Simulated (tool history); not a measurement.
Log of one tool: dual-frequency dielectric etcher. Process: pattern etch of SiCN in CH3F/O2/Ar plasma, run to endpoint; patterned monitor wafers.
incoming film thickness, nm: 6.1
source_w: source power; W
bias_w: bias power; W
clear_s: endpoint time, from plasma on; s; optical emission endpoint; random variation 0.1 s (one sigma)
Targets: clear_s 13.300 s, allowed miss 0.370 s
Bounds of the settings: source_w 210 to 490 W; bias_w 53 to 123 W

run  hour  source_w  bias_w  clear_s
  1   0.0       350      88   16.127
  2   1.9       350      75   17.217
  3   4.6       290      75   19.134
  4  11.9       340      78   17.064
  5  17.2       370      80   16.195
  6  20.6       400      81   15.453
  7  24.1       400      81   15.368
  8  29.0       420      82   14.934
  9  36.1       440      83   14.772
 10  38.2       450      86   14.313
 11  40.6       450      86   14.328
 12  42.2       460      88   13.943
 13  50.6       470      89   13.704

5 next moves are on the table. One of them brings every result within its allowed miss. Which?
  A  59.0       450      89        ?
  B  59.0       480     108        ?
  C  59.0       420      84        ?
  D  59.0       390     102        ?
  E  59.0       490      91        ?

move  clear_s
   A   14.024
   B   12.615
   C   14.857
   D   14.361
   E   13.320
A: further off than the last run
B: takes the result that was furthest off past its target
C: further off than the last run
D: further off than the last run
E: meets every target
Answer: E

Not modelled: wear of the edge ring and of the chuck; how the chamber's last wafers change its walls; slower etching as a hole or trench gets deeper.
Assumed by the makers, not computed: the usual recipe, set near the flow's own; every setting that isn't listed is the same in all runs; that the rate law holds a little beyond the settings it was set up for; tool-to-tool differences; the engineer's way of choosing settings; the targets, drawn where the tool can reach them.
